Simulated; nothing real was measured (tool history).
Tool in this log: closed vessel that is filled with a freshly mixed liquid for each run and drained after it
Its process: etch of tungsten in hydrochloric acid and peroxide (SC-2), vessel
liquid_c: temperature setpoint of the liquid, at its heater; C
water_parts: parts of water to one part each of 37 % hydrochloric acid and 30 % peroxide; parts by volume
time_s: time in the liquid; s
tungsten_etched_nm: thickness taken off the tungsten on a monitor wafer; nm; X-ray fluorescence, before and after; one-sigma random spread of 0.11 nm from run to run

run    day  liquid_c  water_parts  time_s  tungsten_etched_nm
  1      0        49          5.5      30              11.957
  2  0.142        52          5.5      30              14.467
  3  0.433      52.5          5.5      30              15.081
  4  0.454        53          5.5      30              15.466
  5  0.692        49          5.5      30              11.798
  6  0.888        43          5.5      30              7.8664
  7  1.246      45.5          5.5      30              9.3663
  8  1.288      47.5          5.5      30               10.64
  9  1.367        49          5.5      30              11.862
 10  1.429        50          5.5      30              12.757
 11    1.8        51          5.5      30              13.662
 12  1.867      51.5          5.5      30              13.886
 13  2.054      51.5          5.5      30              14.123
 14  2.238        52          5.5      30              14.403
 15  2.421      52.5          5.5      30              14.898

Run 16, settings as shown, results not yet in. Your forecast:
 16  2.692        53          5.5      30                   ?

tungsten_etched_nm: 15.32 nm
